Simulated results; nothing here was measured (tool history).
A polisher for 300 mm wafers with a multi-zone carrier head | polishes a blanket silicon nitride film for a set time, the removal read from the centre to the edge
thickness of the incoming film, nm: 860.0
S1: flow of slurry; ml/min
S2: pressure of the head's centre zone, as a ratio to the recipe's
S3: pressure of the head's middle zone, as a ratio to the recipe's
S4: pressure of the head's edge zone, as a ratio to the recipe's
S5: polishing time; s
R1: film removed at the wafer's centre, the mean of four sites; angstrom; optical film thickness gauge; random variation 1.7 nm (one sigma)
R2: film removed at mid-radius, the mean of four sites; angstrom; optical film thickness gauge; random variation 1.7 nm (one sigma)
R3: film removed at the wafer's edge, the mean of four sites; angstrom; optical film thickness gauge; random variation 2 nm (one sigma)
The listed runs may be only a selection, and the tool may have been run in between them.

Run 1, day 0: S1 310 ml/min, S2 1, S3 1, S4 1, S5 79 s. Result: R1 1503.2 angstrom, R2 1472 angstrom, R3 1480.1 angstrom.
Run 2, day 0.296: S1 315 ml/min, S2 1, S3 1.02, S4 1.01, S5 80 s. Result: R1 1561.2 angstrom, R2 1537.1 angstrom, R3 1492.7 angstrom.
Run 3, day 0.492: S1 315 ml/min, S2 1, S3 0.97, S4 1.01, S5 80 s. Result: R1 1564.3 angstrom, R2 1459.5 angstrom, R3 1513 angstrom.
Run 4, day 0.671: S1 315 ml/min, S2 0.99, S3 0.99, S4 1.02, S5 81 s. Result: R1 1595 angstrom, R2 1516.5 angstrom, R3 1551.5 angstrom.
Run 5, day 1: S1 320 ml/min, S2 0.98, S3 1.01, S4 1.03, S5 81 s. Result: R1 1502.5 angstrom, R2 1561.7 angstrom, R3 1546.4 angstrom.
Run 6, day 1.312: S1 325 ml/min, S2 0.98, S3 1.02, S4 1.04, S5 82 s. Result: R1 1574.2 angstrom, R2 1596 angstrom, R3 1580.4 angstrom.
Run 7, day 1.642: S1 330 ml/min, S2 0.98, S3 1.03, S4 1.05, S5 82 s. Result: R1 1585.3 angstrom, R2 1611.8 angstrom, R3 1612.9 angstrom.
Run 8, day 1.971: S1 335 ml/min, S2 0.98, S3 1.05, S4 1.06, S5 82 s. Result: R1 1531.8 angstrom, R2 1615.6 angstrom, R3 1607.5 angstrom.
Run 9, day 2.325: S1 335 ml/min, S2 0.98, S3 1.06, S4 1.06, S5 83 s. Result: R1 1559.3 angstrom, R2 1639 angstrom, R3 1606.3 angstrom.
Run 10, day 2.508: S1 335 ml/min, S2 0.98, S3 1.07, S4 1.06, S5 84 s. Result: R1 1621.7 angstrom, R2 1702.3 angstrom, R3 1606.3 angstrom.
Run 11, day 2.729: S1 335 ml/min, S2 0.98, S3 1.07, S4 1.06, S5 84 s. Result: R1 1595.4 angstrom, R2 1715.1 angstrom, R3 1662.9 angstrom.
Run 12, day 2.862: S1 335 ml/min, S2 0.98, S3 1.08, S4 1.06, S5 84 s. Result: R1 1639 angstrom, R2 1704.8 angstrom, R3 1652.3 angstrom.

Run 13 is up next; what results do you expect?
Run 13, day 3.188: S1 340 ml/min, S2 0.97, S3 1.09, S4 1.06, S5 84 s. Result: R1 ?, R2 ?, R3 ?.

Run 13 produced R1 1574.2 angstrom, R2 1719.4 angstrom, R3 1608 angstrom.
